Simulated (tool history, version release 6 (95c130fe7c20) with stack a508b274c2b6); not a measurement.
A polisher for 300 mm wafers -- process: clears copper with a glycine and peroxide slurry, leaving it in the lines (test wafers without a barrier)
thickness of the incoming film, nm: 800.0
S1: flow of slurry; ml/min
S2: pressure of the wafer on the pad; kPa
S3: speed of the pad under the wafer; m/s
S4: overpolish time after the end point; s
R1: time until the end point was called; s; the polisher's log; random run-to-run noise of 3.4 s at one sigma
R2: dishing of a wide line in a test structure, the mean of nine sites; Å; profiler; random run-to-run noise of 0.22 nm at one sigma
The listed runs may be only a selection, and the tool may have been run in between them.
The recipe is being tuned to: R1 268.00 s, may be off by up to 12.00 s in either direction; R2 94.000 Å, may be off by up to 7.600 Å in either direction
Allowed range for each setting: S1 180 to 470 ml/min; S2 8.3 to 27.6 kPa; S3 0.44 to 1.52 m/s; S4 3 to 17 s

run 1 day=0.000 | S1=300 S2=17.9 S3=0.98 S4=9 | R1=198.35 R2=269.430
run 2 day=0.100 | S1=300 S2=20.0 S3=0.98 S4=9 | R1=178.45 R2=293.340
run 3 day=0.425 | S1=295 S2=17.9 S3=0.94 S4=7 | R1=203.78 R2=205.790
run 4 day=0.575 | S1=285 S2=16.5 S3=0.92 S4=6 | R1=219.22 R2=165.380
run 5 day=0.612 | S1=285 S2=13.1 S3=0.92 S4=6 | R1=265.29 R2=141.380
run 6 day=0.796 | S1=285 S2=15.2 S3=0.92 S4=6 | R1=229.96 R2=158.780
run 7 day=1.000 | S1=280 S2=14.5 S3=0.92 S4=5 | R1=248.59 R2=127.320
run 8 day=1.188 | S1=280 S2=13.8 S3=0.92 S4=5 | R1=259.16 R2=117.240
run 9 day=1.342 | S1=280 S2=13.8 S3=0.92 S4=5 | R1=252.79 R2=122.610
-- day=1.633 worn pad replaced by a new one
run 10 day=1.633 | S1=280 S2=13.1 S3=0.92 S4=5 | R1=237.48 R2=133.570
run 11 day=1.729 | S1=280 S2=12.4 S3=0.90 S4=5 | R1=243.05 R2=124.220
run 12 day=1.967 | S1=280 S2=9.7 S3=0.90 S4=3 | R1=295.60 R2=66.629
run 13 day=2.300 | S1=280 S2=10.3 S3=0.90 S4=3 | R1=280.84 R2=66.493
run 14 day=2.517 | S1=270 S2=11.0 S3=0.90 S4=3 | R1=269.24 R2=70.747

Consider the 4 candidate settings below. Which is the only one whose results all fall within their allowed miss of target?
run A day=2.733 | S1=310 S2=11.0 S3=0.92 S4=3 | R1=? R2=?
run B day=2.733 | S1=260 S2=10.3 S3=0.96 S4=3 | R1=? R2=?
run C day=2.733 | S1=295 S2=8.3 S3=1.04 S4=4 | R1=? R2=?
run D day=2.733 | S1=290 S2=9.0 S3=1.10 S4=4 | R1=? R2=?

move=A R1=262.45 R2=71.503
move=B R1=270.48 R2=69.387
move=C R1=294.48 R2=84.435
move=D R1=269.94 R2=91.902
A: just as far off the targets as the last run
B: its largest miss is bigger than the last run's
C: nearer than the last run, and not there yet
D: all results land within tolerance of their targets
So the answer is move D, the one that meets all the targets.
